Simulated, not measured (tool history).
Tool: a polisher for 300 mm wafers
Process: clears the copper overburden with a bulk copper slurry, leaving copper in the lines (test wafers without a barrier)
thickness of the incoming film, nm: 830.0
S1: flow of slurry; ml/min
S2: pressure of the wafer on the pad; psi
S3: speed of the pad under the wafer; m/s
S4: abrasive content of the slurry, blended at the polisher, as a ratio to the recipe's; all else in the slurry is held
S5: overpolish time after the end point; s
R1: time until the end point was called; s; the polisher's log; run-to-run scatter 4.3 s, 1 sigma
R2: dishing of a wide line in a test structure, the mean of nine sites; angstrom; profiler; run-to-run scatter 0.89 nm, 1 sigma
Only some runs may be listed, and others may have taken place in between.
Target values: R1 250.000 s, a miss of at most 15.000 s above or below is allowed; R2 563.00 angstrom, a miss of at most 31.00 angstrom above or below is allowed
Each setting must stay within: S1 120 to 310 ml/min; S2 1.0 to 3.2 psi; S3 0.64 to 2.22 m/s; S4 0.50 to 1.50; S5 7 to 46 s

run	hour	S1	S2	S3	S4	S5	R1	R2
1	0.0	200	2.1	1.42	1.00	24	84.530	726.01
2	4.2	200	2.0	1.32	1.00	25	97.086	719.88
3	5.4	200	2.0	1.50	1.00	25	85.360	737.87
4	8.1	160	2.0	1.50	1.00	25	89.151	721.75
5	13.0	155	1.9	1.40	1.00	26	96.038	713.77
6	18.2	125	1.9	1.40	1.00	26	102.010	713.69
7	23.7	120	1.3	1.00	0.90	33	199.240	551.76
8	31.7	120	1.3	0.98	0.90	35	210.040	561.65
9	37.9	120	1.3	0.98	0.90	36	206.430	587.88
10	42.8	120	1.1	0.94	0.90	38	251.750	522.14

Next run, 4 choices. One meets every target within its allowed miss, the rest don't. Which?
A	47.7	120	1.0	1.02	1.00	45	?	?
B	47.7	120	1.0	1.04	1.05	31	?	?
C	47.7	145	1.0	1.08	0.90	27	?	?
D	47.7	135	1.0	1.12	0.90	27	?	?

move	R1	R2
A	257.630	560.63
B	251.270	478.72
C	241.790	453.66
D	235.380	460.45
A: hits every target within its allowed miss
B: misses by more than the last run did
C: misses by more than the last run did
D: misses by more than the last run did
Answer: A
